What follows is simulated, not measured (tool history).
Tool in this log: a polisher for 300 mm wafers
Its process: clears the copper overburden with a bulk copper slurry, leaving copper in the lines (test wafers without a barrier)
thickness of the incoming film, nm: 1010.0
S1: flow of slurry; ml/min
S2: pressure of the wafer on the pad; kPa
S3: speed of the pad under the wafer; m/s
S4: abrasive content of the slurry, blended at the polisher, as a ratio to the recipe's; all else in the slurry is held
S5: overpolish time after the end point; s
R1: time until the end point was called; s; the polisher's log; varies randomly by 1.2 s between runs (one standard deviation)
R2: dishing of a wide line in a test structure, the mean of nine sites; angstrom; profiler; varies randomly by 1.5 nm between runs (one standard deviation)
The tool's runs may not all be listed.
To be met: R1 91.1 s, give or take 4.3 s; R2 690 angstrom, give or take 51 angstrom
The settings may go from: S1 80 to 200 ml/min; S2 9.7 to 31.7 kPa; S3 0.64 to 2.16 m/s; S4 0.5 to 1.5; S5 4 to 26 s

run,hour,S1,S2,S3,S4,S5,R1,R2
1,0,130,20.7,1.4,1,13,67.326,993.57
2,1.4,130,20.7,1.64,1,13,58.063,1063.8
3,9.4,115,20.7,1.64,1,13,60.168,1047.4
4,13.9,115,20.7,1.64,1,18,59.773,1203.3
5,16.8,115,17.9,1.64,1,15,68.328,1002.8
6,18.1,110,15.9,1.64,1,13,74.295,880.79
7,26.8,110,14.5,1.64,1,12,79.112,775.87
8,33,105,13.8,1.64,1,12,85.885,780.41
9,33.6,100,13.8,1.64,1,11,84.489,728.16

5 next moves are on the table. One of them brings every result within its allowed miss. Which?
A,34.2,140,13.1,1.26,0.9,16,?,?
B,34.2,85,13.1,1.7,1,11,?,?
C,34.2,80,19.3,1.1,0.95,17,?,?
D,34.2,90,14.5,1.58,1.1,11,?,?
E,34.2,85,14.5,1.58,0.95,16,?,?

move,R1,R2
A,105.05,801.17
B,90.511,699.27
C,101.36,887.42
D,85.817,730.89
E,90.989,877.73
A: moves the result that the last run missed by most past its target, out the other side
B: each result inside its tolerance
C: moves the result that the last run missed by most past its target, out the other side
D: better than the last run, though not everything is in spec
E: the furthest-off result lands on target, but another misses its tolerance
So the answer is move B, the one that meets all the targets.

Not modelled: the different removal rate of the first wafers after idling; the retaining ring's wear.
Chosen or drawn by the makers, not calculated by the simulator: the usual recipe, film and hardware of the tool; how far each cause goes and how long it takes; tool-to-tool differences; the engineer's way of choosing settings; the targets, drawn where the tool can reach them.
